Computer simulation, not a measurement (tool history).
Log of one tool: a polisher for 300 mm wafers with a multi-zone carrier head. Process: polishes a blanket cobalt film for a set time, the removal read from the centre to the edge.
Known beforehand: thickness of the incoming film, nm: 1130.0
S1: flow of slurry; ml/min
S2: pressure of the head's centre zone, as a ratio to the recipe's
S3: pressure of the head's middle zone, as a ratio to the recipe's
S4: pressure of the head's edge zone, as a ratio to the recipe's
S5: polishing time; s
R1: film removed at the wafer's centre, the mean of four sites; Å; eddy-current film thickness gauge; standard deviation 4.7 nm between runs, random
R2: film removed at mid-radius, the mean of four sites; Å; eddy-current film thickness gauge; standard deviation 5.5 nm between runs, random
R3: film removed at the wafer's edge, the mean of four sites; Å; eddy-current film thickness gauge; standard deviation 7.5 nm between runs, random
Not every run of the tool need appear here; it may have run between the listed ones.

{"run": 1, "day": 0.0, "S1": 195, "S2": 1, "S3": 1, "S4": 1, "S5": 66, "R1": 3651.5, "R2": 3579.7, "R3": 3437.4}
{"run": 2, "day": 0.371, "S1": 195, "S2": 1.08, "S3": 1, "S4": 1, "S5": 66, "R1": 3956.9, "R2": 3612.6, "R3": 3462.8}
{"run": 3, "day": 0.633, "S1": 225, "S2": 1.08, "S3": 1, "S4": 1, "S5": 66, "R1": 4015.2, "R2": 3581.2, "R3": 3608.6}
{"run": 4, "day": 0.867, "S1": 185, "S2": 1.08, "S3": 1, "S4": 1, "S5": 66, "R1": 3860.9, "R2": 3470.1, "R3": 3370.4}
{"run": 5, "day": 1.158, "S1": 185, "S2": 1.08, "S3": 1.06, "S4": 1, "S5": 66, "R1": 3913.7, "R2": 3626.6, "R3": 3436}
{"run": 6, "day": 1.512, "S1": 205, "S2": 1.07, "S3": 1.05, "S4": 1.03, "S5": 68, "R1": 4019.6, "R2": 3832.1, "R3": 3616.9}
{"run": 7, "day": 1.692, "S1": 205, "S2": 1.07, "S3": 1.05, "S4": 1.03, "S5": 68, "R1": 4035.4, "R2": 3869.1, "R3": 3690.4}
{"run": 8, "day": 1.825, "S1": 205, "S2": 1.07, "S3": 1.05, "S4": 1.03, "S5": 68, "R1": 4079.4, "R2": 3869.7, "R3": 3630.3}
{"run": 9, "day": 2.183, "S1": 220, "S2": 1.05, "S3": 1.01, "S4": 1.04, "S5": 70, "R1": 4137.8, "R2": 3903.5, "R3": 3791.2}
{"run": 10, "day": 2.475, "S1": 235, "S2": 1.03, "S3": 0.98, "S4": 1.06, "S5": 72, "R1": 4132.9, "R2": 3930.5, "R3": 4018.8}
{"run": 11, "day": 2.5, "S1": 245, "S2": 1.03, "S3": 0.97, "S4": 1.08, "S5": 74, "R1": 4310.7, "R2": 3954.3, "R3": 4050}
{"run": 12, "day": 2.721, "S1": 255, "S2": 1.01, "S3": 0.95, "S4": 1.09, "S5": 76, "R1": 4360.2, "R2": 4008.5, "R3": 4381.8}

Estimate the outcome of run 13 from the log above:
{"run": 13, "day": 3.092, "S1": 260, "S2": 1, "S3": 0.95, "S4": 1.1, "S5": 77, "R1": "?", "R2": "?", "R3": "?"}

Run 13 gave R1 4395.1 Å, R2 4113.9 Å, R3 4311.3 Å.
